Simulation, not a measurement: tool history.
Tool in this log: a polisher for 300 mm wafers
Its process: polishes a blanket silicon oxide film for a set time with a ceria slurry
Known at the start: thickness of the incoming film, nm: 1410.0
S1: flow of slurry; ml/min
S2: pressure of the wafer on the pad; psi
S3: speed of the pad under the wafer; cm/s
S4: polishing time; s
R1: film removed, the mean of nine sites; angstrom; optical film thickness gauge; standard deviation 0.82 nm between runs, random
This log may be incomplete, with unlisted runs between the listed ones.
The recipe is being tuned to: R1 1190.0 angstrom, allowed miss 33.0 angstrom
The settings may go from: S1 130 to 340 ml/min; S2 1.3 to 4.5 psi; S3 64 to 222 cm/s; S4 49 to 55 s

{"run": 1, "hour": 0.0, "S1": 220, "S2": 2.9, "S3": 142, "S4": 55, "R1": 2754.5}
{"run": 2, "hour": 2.9, "S1": 190, "S2": 2.9, "S3": 142, "S4": 55, "R1": 2694.7}
{"run": 3, "hour": 11.8, "S1": 190, "S2": 2.9, "S3": 142, "S4": 55, "R1": 2700.1}
{"run": 4, "hour": 15.1, "S1": 190, "S2": 2.7, "S3": 138, "S4": 55, "R1": 2438.8}
{"run": 5, "hour": 19.0, "S1": 190, "S2": 3.0, "S3": 138, "S4": 55, "R1": 2721.1}
{"run": 6, "hour": 27.7, "S1": 190, "S2": 3.5, "S3": 138, "S4": 55, "R1": 3126.4}
{"run": 7, "hour": 30.6, "S1": 180, "S2": 2.7, "S3": 98, "S4": 54, "R1": 1711.9}
{"run": 8, "hour": 35.2, "S1": 180, "S2": 2.6, "S3": 98, "S4": 54, "R1": 1666.7}
{"run": 9, "hour": 41.0, "S1": 180, "S2": 2.5, "S3": 98, "S4": 54, "R1": 1601.9}
{"run": 10, "hour": 46.7, "S1": 180, "S2": 2.4, "S3": 98, "S4": 54, "R1": 1531.1}
{"run": 11, "hour": 48.3, "S1": 170, "S2": 1.6, "S3": 96, "S4": 54, "R1": 1003.7}
{"run": 12, "hour": 54.4, "S1": 180, "S2": 1.6, "S3": 96, "S4": 54, "R1": 1014.3}
{"run": 13, "hour": 63.2, "S1": 230, "S2": 2.0, "S3": 96, "S4": 54, "R1": 1313.0}
{"run": 14, "hour": 69.5, "S1": 225, "S2": 2.0, "S3": 96, "S4": 54, "R1": 1295.2}
{"run": 15, "hour": 71.8, "S1": 190, "S2": 1.8, "S3": 96, "S4": 54, "R1": 1148.2}

Exercise: of the 5 proposed moves below, exactly one satisfies all targets within the stated allowed misses. Which move is it?
{"run": "A", "hour": 74.1, "S1": 180, "S2": 1.7, "S3": 106, "S4": 49, "R1": "?"}
{"run": "B", "hour": 74.1, "S1": 200, "S2": 2.1, "S3": 94, "S4": 49, "R1": "?"}
{"run": "C", "hour": 74.1, "S1": 135, "S2": 1.8, "S3": 100, "S4": 50, "R1": "?"}
{"run": "D", "hour": 74.1, "S1": 185, "S2": 1.8, "S3": 104, "S4": 49, "R1": "?"}
{"run": "E", "hour": 74.1, "S1": 220, "S2": 2.1, "S3": 76, "S4": 54, "R1": "?"}

move=A R1=1076.5
move=B R1=1193.4
move=C R1=1036.0
move=D R1=1121.1
move=E R1=1088.9
A: its largest miss is bigger than the last run's
B: all results in spec
C: its largest miss is bigger than the last run's
D: its largest miss is bigger than the last run's
E: its largest miss is bigger than the last run's
The move that meets every target is B.
